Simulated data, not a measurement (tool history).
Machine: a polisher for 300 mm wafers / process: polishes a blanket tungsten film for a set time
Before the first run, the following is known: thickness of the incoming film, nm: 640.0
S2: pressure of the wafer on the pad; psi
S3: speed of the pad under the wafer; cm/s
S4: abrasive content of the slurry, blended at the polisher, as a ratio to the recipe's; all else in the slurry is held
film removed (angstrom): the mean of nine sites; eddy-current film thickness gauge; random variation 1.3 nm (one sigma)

{"run": 1, "hour": 0.0, "flow of slurry (ml/min)": 170, "S2": 4.1, "S3": 114, "S4": 1, "polishing time (s)": 24, "film removed (angstrom)": 1390.8}
{"run": 2, "hour": 1.4, "flow of slurry (ml/min)": 170, "S2": 4.1, "S3": 102, "S4": 1, "polishing time (s)": 24, "film removed (angstrom)": 1224.4}
{"run": 3, "hour": 9.5, "flow of slurry (ml/min)": 170, "S2": 5, "S3": 102, "S4": 1, "polishing time (s)": 24, "film removed (angstrom)": 1475.6}
{"run": 4, "hour": 18.0, "flow of slurry (ml/min)": 170, "S2": 4.4, "S3": 100, "S4": 1, "polishing time (s)": 24, "film removed (angstrom)": 1282.6}
{"run": 5, "hour": 19.6, "flow of slurry (ml/min)": 130, "S2": 4.4, "S3": 100, "S4": 1, "polishing time (s)": 24, "film removed (angstrom)": 1207.3}
{"run": 6, "hour": 21.7, "flow of slurry (ml/min)": 130, "S2": 4.4, "S3": 118, "S4": 1, "polishing time (s)": 24, "film removed (angstrom)": 1490}

Expected results for the next run?
{"hour": 22.2, "done": "slurry blender recalibrated"}
{"run": 7, "hour": 22.2, "flow of slurry (ml/min)": 130, "S2": 3.8, "S3": 116, "S4": 1, "polishing time (s)": 24, "film removed (angstrom)": "?"}

film removed (angstrom): 1341.7
